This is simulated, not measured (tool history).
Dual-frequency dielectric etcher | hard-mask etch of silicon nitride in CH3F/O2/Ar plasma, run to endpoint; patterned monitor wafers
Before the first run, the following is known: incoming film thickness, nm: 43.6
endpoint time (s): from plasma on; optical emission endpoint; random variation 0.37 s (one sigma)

run,hour,source power (W),bias power (W),endpoint time (s)
1,0,380,71,66.022
2,1.8,380,75,64.005
3,4.6,430,75,60.574
4,10.9,410,75,61.981
5,17.9,450,75,59.29
6,21,450,81,57.813
7,26.8,370,73,66.337

Run 8 is up next; what results do you expect?
8,33.2,360,73,?

endpoint time (s): 66.635
